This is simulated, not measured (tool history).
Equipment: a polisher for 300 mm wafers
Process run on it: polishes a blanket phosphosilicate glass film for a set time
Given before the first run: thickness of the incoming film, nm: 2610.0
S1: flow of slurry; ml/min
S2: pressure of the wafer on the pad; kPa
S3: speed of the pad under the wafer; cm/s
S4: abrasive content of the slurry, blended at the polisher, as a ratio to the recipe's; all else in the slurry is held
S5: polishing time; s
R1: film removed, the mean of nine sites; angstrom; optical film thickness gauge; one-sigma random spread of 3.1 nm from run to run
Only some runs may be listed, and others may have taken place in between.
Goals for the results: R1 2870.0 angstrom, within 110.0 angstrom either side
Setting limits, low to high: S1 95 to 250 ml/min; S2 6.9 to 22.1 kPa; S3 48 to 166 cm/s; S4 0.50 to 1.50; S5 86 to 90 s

run 1 hour=0.0 | S1=160 S2=14.5 S3=106 S4=1.00 S5=86 | R1=3888.8
run 2 hour=2.2 | S1=160 S2=14.5 S3=106 S4=1.00 S5=86 | R1=3795.9
run 3 hour=8.9 | S1=160 S2=13.8 S3=106 S4=1.00 S5=86 | R1=3564.7
run 4 hour=10.2 | S1=160 S2=13.8 S3=106 S4=1.00 S5=90 | R1=3843.0
run 5 hour=18.1 | S1=160 S2=13.1 S3=106 S4=1.00 S5=90 | R1=3543.7
run 6 hour=26.4 | S1=160 S2=12.4 S3=106 S4=1.00 S5=90 | R1=3398.6
run 7 hour=28.7 | S1=160 S2=11.7 S3=106 S4=1.00 S5=90 | R1=3260.7
run 8 hour=37.3 | S1=155 S2=11.0 S3=106 S4=1.00 S5=90 | R1=3020.7
run 9 hour=46.2 | S1=150 S2=11.0 S3=106 S4=1.00 S5=90 | R1=3040.5

Of the 4 settings listed for the next run, only one would bring every result within its allowed miss of target. Which one?
run A hour=55.1 | S1=145 S2=13.8 S3=98 S4=0.80 S5=90 | R1=?
run B hour=55.1 | S1=155 S2=13.8 S3=104 S4=0.75 S5=90 | R1=?
run C hour=55.1 | S1=170 S2=11.0 S3=94 S4=1.10 S5=88 | R1=?
run D hour=55.1 | S1=135 S2=12.4 S3=104 S4=1.05 S5=87 | R1=?

move=A R1=3049.6
move=B R1=3115.5
move=C R1=2854.5
move=D R1=3201.2
A: moves away from the targets compared with the last run
B: moves away from the targets compared with the last run
C: hits every target within its allowed miss
D: moves away from the targets compared with the last run
Answer: C

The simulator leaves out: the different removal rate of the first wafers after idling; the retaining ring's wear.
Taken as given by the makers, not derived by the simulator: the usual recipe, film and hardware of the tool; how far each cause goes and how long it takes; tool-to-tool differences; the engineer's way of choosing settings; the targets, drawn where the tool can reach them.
